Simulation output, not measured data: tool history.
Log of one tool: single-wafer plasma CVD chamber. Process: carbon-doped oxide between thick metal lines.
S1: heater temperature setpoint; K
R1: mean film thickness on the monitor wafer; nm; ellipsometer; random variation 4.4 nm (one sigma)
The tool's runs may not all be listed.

Run 1, hour 0.0: S1 633.15 K, chamber pressure (mTorr) 4090, RF power (kW) 0.600, deposition time (s) 169. Result: R1 913.28 nm.
Run 2, hour 4.4: S1 633.15 K, chamber pressure (mTorr) 4600, RF power (kW) 0.600, deposition time (s) 169. Result: R1 912.22 nm.
Run 3, hour 11.1: S1 635.15 K, chamber pressure (mTorr) 4580, RF power (kW) 0.575, deposition time (s) 169. Result: R1 891.45 nm.
Run 4, hour 17.6: S1 635.15 K, chamber pressure (mTorr) 4580, RF power (kW) 0.575, deposition time (s) 174. Result: R1 914.10 nm.
Run 5, hour 26.0: S1 636.15 K, chamber pressure (mTorr) 4560, RF power (kW) 0.550, deposition time (s) 174. Result: R1 883.56 nm.
Run 6, hour 33.4: S1 636.15 K, chamber pressure (mTorr) 4560, RF power (kW) 0.550, deposition time (s) 169. Result: R1 861.60 nm.

Run 7 comes next. What will it give?
Run 7, hour 35.2: S1 637.15 K, chamber pressure (mTorr) 4520, RF power (kW) 0.535, deposition time (s) 169. Result: R1 ?.

R1: 847.57 nm

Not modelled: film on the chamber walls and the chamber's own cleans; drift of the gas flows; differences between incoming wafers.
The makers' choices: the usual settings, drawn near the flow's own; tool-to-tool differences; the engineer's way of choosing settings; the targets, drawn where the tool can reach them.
